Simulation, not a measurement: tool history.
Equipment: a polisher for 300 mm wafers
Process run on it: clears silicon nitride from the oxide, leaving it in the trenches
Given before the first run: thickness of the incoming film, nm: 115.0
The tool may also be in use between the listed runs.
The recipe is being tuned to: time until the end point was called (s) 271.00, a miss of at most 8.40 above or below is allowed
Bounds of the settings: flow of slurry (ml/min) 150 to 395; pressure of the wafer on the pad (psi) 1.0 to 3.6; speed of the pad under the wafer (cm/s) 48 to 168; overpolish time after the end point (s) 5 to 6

run,hour,flow of slurry (ml/min),pressure of the wafer on the pad (psi),speed of the pad under the wafer (cm/s),overpolish time after the end point (s),time until the end point was called (s)
1,0.0,250,2.3,108,6,198.20
2,7.9,305,2.3,108,6,195.39
3,12.0,305,1.9,108,6,232.86
4,16.1,305,1.9,108,6,228.16
5,17.1,305,1.8,108,6,242.51
6,18.2,305,1.8,126,6,210.23
7,26.4,305,1.8,126,6,205.76
8,32.2,295,1.2,124,6,308.24
9,35.6,305,1.2,124,6,305.22
10,44.3,325,1.5,124,6,246.23

Next run, 5 choices. One meets every target within its allowed miss, the rest don't. Which?
A,53.0,320,1.2,128,5,?
B,53.0,355,1.8,120,5,?
C,53.0,325,1.4,122,6,?
D,53.0,300,1.3,122,6,?
E,53.0,375,1.4,148,5,?

move,time until the end point was called (s)
A,290.91
B,213.45
C,265.52
D,285.46
E,217.63
A: takes the result that was furthest off past its target
B: misses by more than the last run did
C: every result within its allowed miss
D: takes the result that was furthest off past its target
E: misses by more than the last run did
C meets every target.
